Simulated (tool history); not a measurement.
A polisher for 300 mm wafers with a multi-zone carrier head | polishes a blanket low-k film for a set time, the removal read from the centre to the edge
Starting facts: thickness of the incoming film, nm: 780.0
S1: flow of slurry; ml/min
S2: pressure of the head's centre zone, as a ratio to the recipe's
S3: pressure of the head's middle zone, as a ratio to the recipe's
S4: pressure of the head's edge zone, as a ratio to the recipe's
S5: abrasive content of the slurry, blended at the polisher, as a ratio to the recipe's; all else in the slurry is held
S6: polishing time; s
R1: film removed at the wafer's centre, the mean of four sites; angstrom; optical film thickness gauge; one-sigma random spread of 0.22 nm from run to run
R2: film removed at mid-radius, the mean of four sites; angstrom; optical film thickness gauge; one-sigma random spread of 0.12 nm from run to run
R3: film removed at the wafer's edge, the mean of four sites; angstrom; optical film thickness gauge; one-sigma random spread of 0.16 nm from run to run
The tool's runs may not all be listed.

run	hour	S1	S2	S3	S4	S5	S6	R1	R2	R3
1	0	280	1	1	1	1	55	165.19	165.37	162.38
2	5.1	280	1	0.92	1	1	55	169.48	152.45	163.12
3	9.2	280	1.01	0.93	0.96	0.95	55	164.78	148.37	151.76
4	13	280	1.01	0.93	0.96	0.95	48	139.97	131.18	130.92
5	14.1	280	1.01	0.93	0.96	0.95	37	110.03	101.32	104.32
6	16	280	1.01	0.93	0.96	0.75	37	95.227	84.542	86.117
7	21.5	320	1.11	1.03	1.05	1	38	127.29	116.63	114.18
8	30	325	1.13	1.04	1.05	1.05	38	134.84	123.09	119.46
9	36.5	330	1.14	1.05	1.05	1.1	38	143.49	127.56	121.98
10	41.3	335	1.15	1.06	1.06	1.1	38	139.55	129.12	123.15
11	48.7	335	1.16	1.06	1.06	1.15	38	144.42	130.59	126
12	55.2	340	1.17	1.07	1.06	1.15	38	151.22	131.71	124.71

What does the tool deliver on the next run?
13	59.2	345	1.17	1.08	1.07	1.15	38	?	?	?

{"run 13": {"R1": 150.91, "R2": 134.14, "R3": 125.1}}
